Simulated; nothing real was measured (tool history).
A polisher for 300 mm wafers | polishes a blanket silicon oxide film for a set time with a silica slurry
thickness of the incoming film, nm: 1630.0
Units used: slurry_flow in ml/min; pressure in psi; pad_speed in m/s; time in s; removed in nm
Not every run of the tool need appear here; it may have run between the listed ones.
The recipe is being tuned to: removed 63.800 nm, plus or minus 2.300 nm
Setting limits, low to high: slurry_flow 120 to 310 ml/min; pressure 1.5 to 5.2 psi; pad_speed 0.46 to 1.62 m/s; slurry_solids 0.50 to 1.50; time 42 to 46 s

run  hour  slurry_flow  pressure  pad_speed  slurry_solids  time  removed
  1   0.0          200       3.3       1.04           1.00    46  125.980
  2   2.5          235       3.3       1.04           1.00    46  126.560
  3   7.1          235       3.1       1.02           1.00    46  119.170
  4   9.1          235       2.9       0.98           1.00    46  104.680
  5  11.9          235       2.7       0.98           1.00    46   99.711
  6  19.2          235       2.7       0.98           1.20    46  105.160
  7  26.2          235       2.5       0.96           1.20    46   98.219
  8  28.9          235       2.4       0.94           1.20    46   91.964
  9  35.2          235       2.3       0.94           1.20    46   87.570
 10  40.9          235       2.2       0.94           1.20    46   86.278
 11  47.5          235       2.1       0.92           1.20    46   80.398
 12  50.3          235       2.0       0.92           1.20    46   76.925
 13  59.0          235       1.9       0.92           1.20    46   72.243
 14  62.3          230       1.9       0.92           1.20    46   71.753
 15  67.7          225       1.9       0.92           1.20    46   72.264
 16  73.7          220       1.9       0.92           1.20    46   71.070
 17  78.4          215       1.9       0.92           1.20    46   72.346
 18  84.0          215       1.5       0.92           1.20    46   57.872

Consider the 5 candidate settings below. Which is the only one whose results all fall within their allowed miss of target?
  A  89.6          205       1.7       0.82           1.15    46        ?
  B  89.6          155       1.6       0.84           1.20    42        ?
  C  89.6          250       1.9       0.62           1.35    43        ?
  D  89.6          205       1.7       1.06           1.05    43        ?
  E  89.6          205       1.9       0.70           1.10    42        ?

move  removed
   A   57.880
   B   49.622
   C   52.725
   D   63.663
   E   51.098
A: about the same distance from the targets as the last run
B: further off than the last run
C: further off than the last run
D: every result lands within tolerance
E: further off than the last run
Answer: D

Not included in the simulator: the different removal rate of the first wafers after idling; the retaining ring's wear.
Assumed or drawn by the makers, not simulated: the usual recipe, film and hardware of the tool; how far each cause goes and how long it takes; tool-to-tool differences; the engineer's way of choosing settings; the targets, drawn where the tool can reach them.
